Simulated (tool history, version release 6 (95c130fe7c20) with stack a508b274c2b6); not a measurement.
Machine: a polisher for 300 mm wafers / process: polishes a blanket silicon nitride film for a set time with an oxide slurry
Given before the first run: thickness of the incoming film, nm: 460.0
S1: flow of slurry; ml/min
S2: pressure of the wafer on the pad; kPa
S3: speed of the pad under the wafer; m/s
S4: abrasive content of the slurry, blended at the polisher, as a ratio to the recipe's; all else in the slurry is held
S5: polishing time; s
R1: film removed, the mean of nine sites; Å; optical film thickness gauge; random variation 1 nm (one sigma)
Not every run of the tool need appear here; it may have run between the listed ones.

run	hour	S1	S2	S3	S4	S5	R1
1	0.0	280	32.4	1.18	1.0	99	971.74
2	6.9	280	31.0	1.18	1.0	99	905.72
3	12.8	280	30.3	1.18	1.0	99	882.47
4	14.0	280	37.9	1.18	1.0	99	1110.40
5	17.2	280	37.9	1.00	1.0	99	964.65
6	18.7	280	36.5	1.00	1.0	99	927.14
7	23.6	280	35.2	1.00	1.0	99	865.25

The next listed run, before its measurement:
8	25.0	280	34.5	1.00	1.0	99	?

{"run 8": {"R1": 871.3}}
